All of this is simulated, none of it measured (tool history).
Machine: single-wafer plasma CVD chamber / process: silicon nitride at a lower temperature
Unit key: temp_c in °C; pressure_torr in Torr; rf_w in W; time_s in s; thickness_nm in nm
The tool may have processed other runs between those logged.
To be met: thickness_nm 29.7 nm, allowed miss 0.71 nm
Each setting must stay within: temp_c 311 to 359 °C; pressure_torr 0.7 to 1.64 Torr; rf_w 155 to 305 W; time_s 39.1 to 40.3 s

run 1 hour=0 | temp_c=335 pressure_torr=1.17 rf_w=230 time_s=39.1 | thickness_nm=34.752
run 2 hour=3.7 | temp_c=341 pressure_torr=1.17 rf_w=230 time_s=39.1 | thickness_nm=34.577
run 3 hour=7.8 | temp_c=341 pressure_torr=1.17 rf_w=255 time_s=39.1 | thickness_nm=36.562
run 4 hour=9.4 | temp_c=341 pressure_torr=1.17 rf_w=255 time_s=39.1 | thickness_nm=36.741
run 5 hour=17.2 | temp_c=341 pressure_torr=1.17 rf_w=255 time_s=40.3 | thickness_nm=37.466
run 6 hour=23.9 | temp_c=341 pressure_torr=1.26 rf_w=255 time_s=40.3 | thickness_nm=38.637
run 7 hour=31.2 | temp_c=341 pressure_torr=1.26 rf_w=255 time_s=40.3 | thickness_nm=38.52
run 8 hour=36.3 | temp_c=341 pressure_torr=1.17 rf_w=240 time_s=40 | thickness_nm=36.104
run 9 hour=38.8 | temp_c=341 pressure_torr=1.17 rf_w=240 time_s=40 | thickness_nm=36.334
run 10 hour=45 | temp_c=341 pressure_torr=0.94 rf_w=205 time_s=39.6 | thickness_nm=31.049
run 11 hour=52.9 | temp_c=341 pressure_torr=0.91 rf_w=205 time_s=39.6 | thickness_nm=30.514

5 candidate next runs follow, results not yet known. Just one meets every target within its allowed miss. Identify it.
run A hour=60.8 | temp_c=344 pressure_torr=0.92 rf_w=200 time_s=40.3 | thickness_nm=?
run B hour=60.8 | temp_c=345 pressure_torr=1.01 rf_w=190 time_s=39.1 | thickness_nm=?
run C hour=60.8 | temp_c=337 pressure_torr=0.96 rf_w=215 time_s=39.1 | thickness_nm=?
run D hour=60.8 | temp_c=338 pressure_torr=0.83 rf_w=225 time_s=40.3 | thickness_nm=?
run E hour=60.8 | temp_c=342 pressure_torr=0.92 rf_w=205 time_s=40.3 | thickness_nm=?

move=A thickness_nm=30.72
move=B thickness_nm=29.926
move=C thickness_nm=31.453
move=D thickness_nm=31.558
move=E thickness_nm=31.131
A: misses by more than the last run did
B: meets every target
C: misses by more than the last run did
D: misses by more than the last run did
E: misses by more than the last run did
So the answer is move B, the one that meets all the targets.
